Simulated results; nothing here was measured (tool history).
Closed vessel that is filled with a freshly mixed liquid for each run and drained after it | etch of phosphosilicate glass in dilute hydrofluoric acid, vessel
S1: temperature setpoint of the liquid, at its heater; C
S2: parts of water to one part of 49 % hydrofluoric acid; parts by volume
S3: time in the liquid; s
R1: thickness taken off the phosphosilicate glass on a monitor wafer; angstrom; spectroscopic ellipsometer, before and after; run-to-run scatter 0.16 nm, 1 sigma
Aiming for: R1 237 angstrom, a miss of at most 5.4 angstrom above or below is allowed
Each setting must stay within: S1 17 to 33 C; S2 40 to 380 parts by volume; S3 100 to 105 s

| run | hour | S1 | S2 | S3 | R1 |
|---|---|---|---|---|---|
| 1 | 0 | 25 | 210 | 100 | 428.88 |
| 2 | 6.6 | 25 | 280 | 100 | 291.57 |
| 3 | 12.3 | 28.5 | 280 | 100 | 335.14 |
| 4 | 19.4 | 27.5 | 280 | 100 | 323.44 |
| 5 | 21.1 | 27.5 | 280 | 100 | 319.51 |
| 6 | 25 | 26.5 | 280 | 100 | 315.25 |
| 7 | 31.2 | 22.5 | 295 | 100 | 250.08 |
| 8 | 33.3 | 21.5 | 295 | 100 | 243.97 |

Which single option among these 5 for the next run brings every result within its allowed miss of target? Just one does.
| A | 35.4 | 22.5 | 290 | 100 | ? |
| B | 35.4 | 20 | 290 | 105 | ? |
| C | 35.4 | 22 | 300 | 105 | ? |
| D | 35.4 | 21 | 295 | 100 | ? |
| E | 35.4 | 20.5 | 280 | 100 | ? |

| move | R1 |
|---|---|
| A | 258.64 |
| B | 248.11 |
| C | 255.47 |
| D | 239.81 |
| E | 251.54 |
A: the biggest miss grows against the last run
B: the biggest miss grows against the last run
C: the biggest miss grows against the last run
D: hits every target within its allowed miss
E: the biggest miss grows against the last run
D meets every target.
